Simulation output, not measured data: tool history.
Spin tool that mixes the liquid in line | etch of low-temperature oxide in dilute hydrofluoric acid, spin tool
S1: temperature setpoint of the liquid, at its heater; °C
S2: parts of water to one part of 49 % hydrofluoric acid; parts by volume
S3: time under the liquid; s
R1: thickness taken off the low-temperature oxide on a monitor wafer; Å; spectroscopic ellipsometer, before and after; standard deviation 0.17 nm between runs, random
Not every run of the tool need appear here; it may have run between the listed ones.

run,hour,S1,S2,S3,R1
1,0,22,265,280,246.79
2,6.1,22,265,300,266.39
3,14.7,22,295,300,229.07
4,19.2,25,295,300,255.7
5,28.1,27.5,295,300,276.67
6,34.1,26.5,295,300,267.94
7,37.7,25.5,295,300,257.49

Run 8, settings as shown, results not yet in. Your forecast:
8,42.2,21.5,300,300,?

Run 8 came out at R1 218.96 Å.

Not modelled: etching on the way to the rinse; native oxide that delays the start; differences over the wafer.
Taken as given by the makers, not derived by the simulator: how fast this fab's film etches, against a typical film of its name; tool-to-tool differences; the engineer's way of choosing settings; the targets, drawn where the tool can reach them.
